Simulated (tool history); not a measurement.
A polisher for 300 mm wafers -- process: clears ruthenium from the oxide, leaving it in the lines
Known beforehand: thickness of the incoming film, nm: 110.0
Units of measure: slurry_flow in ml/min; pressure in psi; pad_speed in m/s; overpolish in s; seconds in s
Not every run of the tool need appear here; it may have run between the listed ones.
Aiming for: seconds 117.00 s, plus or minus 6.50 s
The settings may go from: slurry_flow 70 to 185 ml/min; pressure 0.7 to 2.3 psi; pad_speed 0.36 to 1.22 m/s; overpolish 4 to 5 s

run 1 hour=0.0 | slurry_flow=120 pressure=1.5 pad_speed=0.78 overpolish=5 | seconds=142.22
run 2 hour=1.5 | slurry_flow=120 pressure=1.3 pad_speed=0.78 overpolish=5 | seconds=164.74
run 3 hour=10.4 | slurry_flow=120 pressure=1.3 pad_speed=0.78 overpolish=5 | seconds=158.96
run 4 hour=15.5 | slurry_flow=120 pressure=1.0 pad_speed=0.78 overpolish=5 | seconds=206.48
run 5 hour=23.1 | slurry_flow=120 pressure=1.1 pad_speed=0.78 overpolish=5 | seconds=185.92
-- hour=31.5 head pressure recalibrated
run 6 hour=31.5 | slurry_flow=120 pressure=1.2 pad_speed=0.78 overpolish=5 | seconds=185.48
run 7 hour=34.7 | slurry_flow=120 pressure=1.3 pad_speed=0.78 overpolish=5 | seconds=171.13
run 8 hour=38.9 | slurry_flow=120 pressure=1.4 pad_speed=0.78 overpolish=5 | seconds=155.57
run 9 hour=40.8 | slurry_flow=120 pressure=1.5 pad_speed=0.78 overpolish=5 | seconds=148.21
run 10 hour=42.7 | slurry_flow=125 pressure=1.7 pad_speed=0.80 overpolish=5 | seconds=128.91

Exercise: of the 5 proposed moves below, exactly one satisfies all targets within the stated allowed misses. Which move is it?
run A hour=44.6 | slurry_flow=120 pressure=1.6 pad_speed=0.80 overpolish=5 | seconds=?
run B hour=44.6 | slurry_flow=120 pressure=1.5 pad_speed=0.88 overpolish=5 | seconds=?
run C hour=44.6 | slurry_flow=135 pressure=1.4 pad_speed=0.94 overpolish=5 | seconds=?
run D hour=44.6 | slurry_flow=160 pressure=1.6 pad_speed=0.64 overpolish=5 | seconds=?
run E hour=44.6 | slurry_flow=160 pressure=1.5 pad_speed=0.94 overpolish=4 | seconds=?

move=A seconds=136.65
move=B seconds=133.57
move=C seconds=131.41
move=D seconds=157.69
move=E seconds=119.30
A: lands further from the targets than the last run did
B: lands further from the targets than the last run did
C: lands further from the targets than the last run did
D: lands further from the targets than the last run did
E: every result lands within tolerance
So the answer is move E, the one that meets all the targets.

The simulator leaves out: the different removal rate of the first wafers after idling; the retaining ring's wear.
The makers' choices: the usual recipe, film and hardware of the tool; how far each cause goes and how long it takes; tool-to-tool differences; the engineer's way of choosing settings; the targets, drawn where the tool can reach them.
